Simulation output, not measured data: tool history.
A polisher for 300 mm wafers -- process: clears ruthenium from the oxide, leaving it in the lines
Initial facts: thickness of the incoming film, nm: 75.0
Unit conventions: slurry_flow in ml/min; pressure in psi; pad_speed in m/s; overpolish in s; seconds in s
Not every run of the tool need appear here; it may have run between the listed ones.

| run | hour | slurry_flow | pressure | pad_speed | overpolish | seconds |
|---|---|---|---|---|---|---|
| 1 | 0.0 | 225 | 1.4 | 1.00 | 28 | 108.020 |
| 2 | 4.2 | 225 | 1.4 | 0.88 | 28 | 122.680 |
| 3 | 11.5 | 225 | 1.5 | 0.88 | 28 | 116.080 |
| 4 | 18.4 | 225 | 1.6 | 0.88 | 28 | 106.890 |
| 5 | 20.7 | 225 | 1.6 | 0.88 | 30 | 107.290 |
| 6 | 25.7 | 225 | 1.7 | 0.88 | 30 | 100.780 |
| 7 | 33.2 | 225 | 1.7 | 0.88 | 30 | 102.970 |
| 8 | 34.0 | 225 | 1.7 | 0.90 | 30 | 100.520 |

Run 9 comes next. What will it give?
| 9 | 34.6 | 225 | 2.0 | 0.96 | 30 | ? |

{"run 9": {"seconds": 79.081}}

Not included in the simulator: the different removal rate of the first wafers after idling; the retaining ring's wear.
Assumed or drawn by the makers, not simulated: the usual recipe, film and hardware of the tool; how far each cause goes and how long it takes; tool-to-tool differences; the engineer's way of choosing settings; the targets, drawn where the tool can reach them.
